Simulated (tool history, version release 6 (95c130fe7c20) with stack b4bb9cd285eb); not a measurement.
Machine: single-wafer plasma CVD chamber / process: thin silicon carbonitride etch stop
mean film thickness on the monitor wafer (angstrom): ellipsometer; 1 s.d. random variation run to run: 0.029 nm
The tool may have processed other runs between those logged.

run	day	RF power (W)	deposition time (s)	mean film thickness on the monitor wafer (angstrom)
1	0	155	25.4	123.28
2	0.254	145	24.2	115.85
3	0.571	135	23.2	108.95
4	0.929	135	26.5	124.05
5	1.075	145	26.5	126.71
6	1.096	145	23.4	111.76

What does the tool deliver on the next run?
7	1.254	135	22.7	?

Run 7 produced mean film thickness on the monitor wafer (angstrom) 105.58.
